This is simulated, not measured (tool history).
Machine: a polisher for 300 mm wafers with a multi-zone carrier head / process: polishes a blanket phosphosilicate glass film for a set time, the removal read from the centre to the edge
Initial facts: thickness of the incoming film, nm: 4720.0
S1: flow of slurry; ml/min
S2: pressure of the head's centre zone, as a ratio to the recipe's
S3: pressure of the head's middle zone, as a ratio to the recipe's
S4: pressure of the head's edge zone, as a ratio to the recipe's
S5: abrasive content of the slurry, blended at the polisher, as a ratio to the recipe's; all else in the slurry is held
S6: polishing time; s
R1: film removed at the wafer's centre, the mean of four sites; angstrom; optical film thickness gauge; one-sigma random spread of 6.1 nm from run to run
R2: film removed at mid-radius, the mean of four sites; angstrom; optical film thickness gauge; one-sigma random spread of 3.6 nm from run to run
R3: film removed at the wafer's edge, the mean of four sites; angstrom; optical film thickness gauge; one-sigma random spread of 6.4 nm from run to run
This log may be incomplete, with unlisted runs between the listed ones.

{"run": 1, "hour": 0.0, "S1": 140, "S2": 1.0, "S3": 1.0, "S4": 1.0, "S5": 1.0, "S6": 83, "R1": 8467.1, "R2": 8531.0, "R3": 8733.0}
{"run": 2, "hour": 0.8, "S1": 140, "S2": 1.03, "S3": 1.0, "S4": 1.0, "S5": 1.0, "S6": 83, "R1": 8876.2, "R2": 8485.8, "R3": 8630.7}
{"run": 3, "hour": 7.0, "S1": 140, "S2": 1.07, "S3": 1.0, "S4": 1.0, "S5": 1.0, "S6": 83, "R1": 9492.4, "R2": 8516.6, "R3": 8721.4}
{"run": 4, "hour": 10.6, "S1": 140, "S2": 1.04, "S3": 1.02, "S4": 0.94, "S5": 0.85, "S6": 78, "R1": 7715.4, "R2": 7432.3, "R3": 7221.3}
{"run": 5, "hour": 15.5, "S1": 140, "S2": 1.04, "S3": 1.02, "S4": 1.01, "S5": 0.85, "S6": 78, "R1": 7879.8, "R2": 7492.6, "R3": 7396.0}
{"run": 6, "hour": 19.8, "S1": 105, "S2": 1.04, "S3": 1.02, "S4": 1.01, "S5": 0.85, "S6": 78, "R1": 7142.4, "R2": 7056.5, "R3": 7158.8}
{"run": 7, "hour": 22.7, "S1": 110, "S2": 1.02, "S3": 1.04, "S4": 0.97, "S5": 0.75, "S6": 76, "R1": 6546.7, "R2": 6490.0, "R3": 6417.8}
{"run": 8, "hour": 30.3, "S1": 110, "S2": 1.0, "S3": 1.07, "S4": 0.93, "S5": 0.7, "S6": 76, "R1": 6019.0, "R2": 6381.7, "R3": 5900.7}
{"run": 9, "hour": 35.7, "S1": 105, "S2": 0.99, "S3": 1.07, "S4": 0.9, "S5": 0.65, "S6": 76, "R1": 5636.5, "R2": 6011.1, "R3": 5552.2}
{"run": 10, "hour": 42.8, "S1": 100, "S2": 0.99, "S3": 1.08, "S4": 0.88, "S5": 0.65, "S6": 76, "R1": 5640.4, "R2": 5964.4, "R3": 5486.0}
{"run": 11, "hour": 45.3, "S1": 95, "S2": 0.98, "S3": 1.09, "S4": 0.86, "S5": 0.65, "S6": 76, "R1": 5507.2, "R2": 5940.6, "R3": 5404.2}
{"run": 12, "hour": 46.0, "S1": 95, "S2": 0.98, "S3": 1.1, "S4": 0.85, "S5": 0.65, "S6": 76, "R1": 5491.3, "R2": 5986.0, "R3": 5367.9}

Forecast run 13:
{"run": 13, "hour": 54.2, "S1": 95, "S2": 0.98, "S3": 1.1, "S4": 0.84, "S5": 0.65, "S6": 76, "R1": "?", "R2": "?", "R3": "?"}

R1: 5501.5 angstrom
R2: 6038.2 angstrom
R3: 5332.3 angstrom

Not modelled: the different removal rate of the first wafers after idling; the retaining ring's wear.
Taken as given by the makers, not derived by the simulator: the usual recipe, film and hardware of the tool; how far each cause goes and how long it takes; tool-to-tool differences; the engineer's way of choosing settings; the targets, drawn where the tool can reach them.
